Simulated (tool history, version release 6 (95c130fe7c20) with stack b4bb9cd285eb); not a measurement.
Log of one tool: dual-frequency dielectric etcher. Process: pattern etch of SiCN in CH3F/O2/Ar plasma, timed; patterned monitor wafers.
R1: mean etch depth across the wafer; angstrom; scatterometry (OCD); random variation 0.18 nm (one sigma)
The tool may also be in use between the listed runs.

{"run": 1, "hour": 0.0, "source power (kW)": 0.46, "bias power (kW)": 0.056, "etch time (s)": 153.5, "R1": 589.73}
{"run": 2, "hour": 2.8, "source power (kW)": 0.4, "bias power (kW)": 0.056, "etch time (s)": 153.5, "R1": 551.18}
{"run": 3, "hour": 10.2, "source power (kW)": 0.33, "bias power (kW)": 0.056, "etch time (s)": 153.5, "R1": 500.07}
{"run": 4, "hour": 14.8, "source power (kW)": 0.32, "bias power (kW)": 0.056, "etch time (s)": 153.5, "R1": 491.39}
{"run": 5, "hour": 23.5, "source power (kW)": 0.4, "bias power (kW)": 0.056, "etch time (s)": 153.5, "R1": 547.52}
{"run": 6, "hour": 25.0, "source power (kW)": 0.4, "bias power (kW)": 0.061, "etch time (s)": 153.5, "R1": 568.79}
{"run": 7, "hour": 30.5, "source power (kW)": 0.38, "bias power (kW)": 0.06, "etch time (s)": 153.5, "R1": 549.45}
{"run": 8, "hour": 36.9, "source power (kW)": 0.36, "bias power (kW)": 0.059, "etch time (s)": 153.5, "R1": 528.26}

The next listed run, before its measurement:
{"run": 9, "hour": 44.1, "source power (kW)": 0.34, "bias power (kW)": 0.059, "etch time (s)": 153.5, "R1": "?"}

Run 9 gave R1 518.13 angstrom.
